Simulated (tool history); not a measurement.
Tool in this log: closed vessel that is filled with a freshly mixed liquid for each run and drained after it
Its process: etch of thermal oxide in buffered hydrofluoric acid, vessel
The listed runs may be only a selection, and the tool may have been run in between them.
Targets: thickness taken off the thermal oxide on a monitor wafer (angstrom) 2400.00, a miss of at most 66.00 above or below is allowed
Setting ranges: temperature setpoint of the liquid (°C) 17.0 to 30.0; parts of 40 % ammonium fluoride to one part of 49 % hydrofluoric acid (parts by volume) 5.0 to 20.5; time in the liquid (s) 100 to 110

run  hour  temperature setpoint of the liquid (°C)  parts of 40 % ammonium fluoride to one part of 49 % hydrofluoric acid (parts by volume)  time in the liquid (s)  thickness taken off the thermal oxide on a monitor wafer (angstrom)
  1   0.0                                     22.0                                                                                     12.5                     100                                                               921.87
  2   8.5                                     23.0                                                                                     11.5                     100                                                              1050.00
  3  16.2                                     23.0                                                                                     11.5                     110                                                              1178.60
  4  17.4                                     23.0                                                                                     11.5                     110                                                              1171.30
  5  19.1                                     23.0                                                                                     13.0                     110                                                              1018.10
  6  23.2                                     21.0                                                                                     13.0                     110                                                               921.99
  7  26.7                                     22.0                                                                                     12.5                     110                                                              1008.70
  8  31.4                                     26.0                                                                                      8.5                     110                                                              1778.80
  9  34.1                                     26.5                                                                                      8.5                     110                                                              1820.70
 10  41.9                                     27.0                                                                                      8.5                     110                                                              1895.00
 11  48.1                                     27.5                                                                                      8.5                     110                                                              1922.40
 12  48.9                                     28.0                                                                                      8.5                     110                                                              1961.00
 13  51.7                                     29.0                                                                                      8.0                     110                                                              2231.20

5 next moves are on the table. One of them brings every result within its allowed miss. Which?
  A  54.5                                     26.5                                                                                      7.0                     100                                                                    ?
  B  54.5                                     26.5                                                                                      6.5                     110                                                                    ?
  C  54.5                                     28.0                                                                                      6.0                     100                                                                    ?
  D  54.5                                     30.0                                                                                      7.5                     110                                                                    ?
  E  54.5                                     25.5                                                                                      7.5                     110                                                                    ?

move  thickness taken off the thermal oxide on a monitor wafer (angstrom)
   A                                                              2038.10
   B                                                              2390.80
   C                                                              2522.80
   D                                                              2505.00
   E                                                              1972.30
A: its largest miss is bigger than the last run's
B: meets every target
C: carries the result that was furthest off beyond its target, to the other side
D: carries the result that was furthest off beyond its target, to the other side
E: its largest miss is bigger than the last run's
Go with B: it meets all targets.
